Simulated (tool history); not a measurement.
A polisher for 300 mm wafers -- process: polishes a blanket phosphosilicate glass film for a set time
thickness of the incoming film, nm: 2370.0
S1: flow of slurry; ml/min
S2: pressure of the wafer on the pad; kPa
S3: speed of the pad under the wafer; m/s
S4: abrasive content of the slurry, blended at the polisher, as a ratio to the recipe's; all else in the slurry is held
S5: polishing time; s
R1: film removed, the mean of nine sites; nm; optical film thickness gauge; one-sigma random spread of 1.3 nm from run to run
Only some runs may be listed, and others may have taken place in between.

Run 1, hour 0: S1 220 ml/min, S2 16.5 kPa, S3 0.84 m/s, S4 1, S5 39 s. Result: R1 227.94 nm.
Run 2, hour 2.5: S1 220 ml/min, S2 15.9 kPa, S3 0.84 m/s, S4 1, S5 39 s. Result: R1 217.47 nm.
Run 3, hour 6.2: S1 220 ml/min, S2 15.9 kPa, S3 0.84 m/s, S4 1, S5 39 s. Result: R1 214.91 nm.
Run 4, hour 12.3: S1 220 ml/min, S2 15.9 kPa, S3 0.84 m/s, S4 1, S5 39 s. Result: R1 216.57 nm.
Run 5, hour 19: S1 175 ml/min, S2 15.9 kPa, S3 0.84 m/s, S4 1, S5 39 s. Result: R1 210.79 nm.
Run 6, hour 23.3: S1 175 ml/min, S2 15.9 kPa, S3 0.84 m/s, S4 1, S5 39 s. Result: R1 212.37 nm.
Run 7, hour 26.6: S1 175 ml/min, S2 15.2 kPa, S3 0.84 m/s, S4 1, S5 39 s. Result: R1 202.35 nm.

For run 8, what comes out?
Run 8, hour 31.3: S1 165 ml/min, S2 11.7 kPa, S3 0.84 m/s, S4 1, S5 39 s. Result: R1 ?.

Logged for run 8: R1 157.54 nm.
